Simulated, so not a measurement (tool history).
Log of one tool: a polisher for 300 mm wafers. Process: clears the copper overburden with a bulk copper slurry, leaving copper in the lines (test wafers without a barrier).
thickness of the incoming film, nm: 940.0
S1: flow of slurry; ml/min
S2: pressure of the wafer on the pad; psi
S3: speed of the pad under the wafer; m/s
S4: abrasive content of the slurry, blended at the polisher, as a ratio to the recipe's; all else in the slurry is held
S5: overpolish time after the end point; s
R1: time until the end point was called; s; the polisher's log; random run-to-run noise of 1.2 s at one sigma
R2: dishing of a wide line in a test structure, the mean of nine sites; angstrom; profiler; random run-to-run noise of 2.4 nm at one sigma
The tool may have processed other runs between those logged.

run,hour,S1,S2,S3,S4,S5,R1,R2
1,0.0,310,2.9,1.24,1.0,29,96.680,1259.8
2,9.0,310,2.7,1.24,1.0,33,102.800,1281.7
3,17.8,310,2.7,1.34,1.0,33,96.984,1351.9
4,24.5,310,2.5,1.34,1.0,35,103.620,1318.7
5,29.8,310,2.4,1.34,1.0,37,105.250,1322.9
6,32.3,310,2.4,1.34,1.0,26,108.090,1091.6
7,34.8,310,2.3,1.34,1.0,31,110.380,1151.4

Predict the results of run 8:
8,40.4,310,2.3,1.34,1.0,31,?,?

R1: 110.260 s
R2: 1138.1 angstrom
